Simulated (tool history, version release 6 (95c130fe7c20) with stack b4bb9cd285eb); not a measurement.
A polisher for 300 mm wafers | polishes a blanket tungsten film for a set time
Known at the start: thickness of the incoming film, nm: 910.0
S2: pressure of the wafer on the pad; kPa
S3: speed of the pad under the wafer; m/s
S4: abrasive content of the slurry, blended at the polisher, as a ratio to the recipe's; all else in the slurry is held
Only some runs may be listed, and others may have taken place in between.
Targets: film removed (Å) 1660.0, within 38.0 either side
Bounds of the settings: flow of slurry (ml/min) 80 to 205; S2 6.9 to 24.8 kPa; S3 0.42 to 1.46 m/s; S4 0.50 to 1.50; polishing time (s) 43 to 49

run 1 day=0.000 | flow_of_slurry_(ml/min)=135 S2=15.9 S3=0.94 S4=1.00 polishing_time_(s)=49 | film_removed_(Å)=1448.0
run 2 day=0.279 | flow_of_slurry_(ml/min)=135 S2=15.9 S3=0.94 S4=1.00 polishing_time_(s)=43 | film_removed_(Å)=1256.8
run 3 day=0.408 | flow_of_slurry_(ml/min)=140 S2=16.5 S3=0.94 S4=1.00 polishing_time_(s)=43 | film_removed_(Å)=1333.1
run 4 day=0.496 | flow_of_slurry_(ml/min)=140 S2=17.2 S3=0.94 S4=1.00 polishing_time_(s)=43 | film_removed_(Å)=1385.1
run 5 day=0.825 | flow_of_slurry_(ml/min)=160 S2=17.2 S3=0.94 S4=1.00 polishing_time_(s)=43 | film_removed_(Å)=1411.6
run 6 day=0.983 | flow_of_slurry_(ml/min)=175 S2=17.2 S3=0.94 S4=1.00 polishing_time_(s)=43 | film_removed_(Å)=1437.4
run 7 day=1.112 | flow_of_slurry_(ml/min)=175 S2=17.9 S3=0.94 S4=1.00 polishing_time_(s)=43 | film_removed_(Å)=1500.1
run 8 day=1.212 | flow_of_slurry_(ml/min)=180 S2=18.6 S3=0.94 S4=1.00 polishing_time_(s)=43 | film_removed_(Å)=1545.0

Of the 4 settings listed for the next run, only one would bring every result within its allowed miss of target. Which one?
run A day=1.312 | flow_of_slurry_(ml/min)=205 S2=17.2 S3=0.94 S4=1.10 polishing_time_(s)=44 | film_removed_(Å)=?
run B day=1.312 | flow_of_slurry_(ml/min)=180 S2=17.9 S3=0.96 S4=1.05 polishing_time_(s)=44 | film_removed_(Å)=?
run C day=1.312 | flow_of_slurry_(ml/min)=190 S2=15.9 S3=1.06 S4=0.90 polishing_time_(s)=46 | film_removed_(Å)=?
run D day=1.312 | flow_of_slurry_(ml/min)=175 S2=19.3 S3=0.92 S4=1.10 polishing_time_(s)=44 | film_removed_(Å)=?

move=A film_removed_(Å)=1535.9
move=B film_removed_(Å)=1579.2
move=C film_removed_(Å)=1562.2
move=D film_removed_(Å)=1641.6
A: moves away from the targets compared with the last run
B: moves toward the targets from the last run without getting all of them in spec
C: moves toward the targets from the last run without getting all of them in spec
D: each result inside its tolerance
D is the move that brings every result within its allowed miss.
